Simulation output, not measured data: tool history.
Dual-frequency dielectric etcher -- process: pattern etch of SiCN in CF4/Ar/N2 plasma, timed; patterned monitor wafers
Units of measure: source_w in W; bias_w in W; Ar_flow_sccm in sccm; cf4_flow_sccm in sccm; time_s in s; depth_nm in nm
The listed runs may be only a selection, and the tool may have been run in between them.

Run 1, hour 0.0: source_w 480 W, bias_w 98 W, Ar_flow_sccm 105 sccm, cf4_flow_sccm 83 sccm, time_s 87.5 s. Result: depth_nm 101.260 nm.
Run 2, hour 5.1: source_w 420 W, bias_w 97 W, Ar_flow_sccm 105 sccm, cf4_flow_sccm 83 sccm, time_s 87.5 s. Result: depth_nm 87.433 nm.
Run 3, hour 11.0: source_w 390 W, bias_w 97 W, Ar_flow_sccm 105 sccm, cf4_flow_sccm 83 sccm, time_s 87.5 s. Result: depth_nm 80.589 nm.
Run 4, hour 13.0: source_w 390 W, bias_w 97 W, Ar_flow_sccm 105 sccm, cf4_flow_sccm 95 sccm, time_s 87.5 s. Result: depth_nm 81.424 nm.
Run 5, hour 19.7: source_w 390 W, bias_w 103 W, Ar_flow_sccm 105 sccm, cf4_flow_sccm 95 sccm, time_s 87.5 s. Result: depth_nm 84.607 nm.
At hour 24.8: Ar flow controller replaced.
Run 6, hour 24.8: source_w 390 W, bias_w 110 W, Ar_flow_sccm 105 sccm, cf4_flow_sccm 95 sccm, time_s 87.5 s. Result: depth_nm 84.553 nm.
Run 7, hour 27.8: source_w 370 W, bias_w 110 W, Ar_flow_sccm 105 sccm, cf4_flow_sccm 95 sccm, time_s 87.5 s. Result: depth_nm 81.119 nm.

Forecast run 8:
Run 8, hour 36.3: source_w 360 W, bias_w 110 W, Ar_flow_sccm 105 sccm, cf4_flow_sccm 95 sccm, time_s 87.5 s. Result: depth_nm ?.

{"run 8": {"depth_nm": 78.98}}
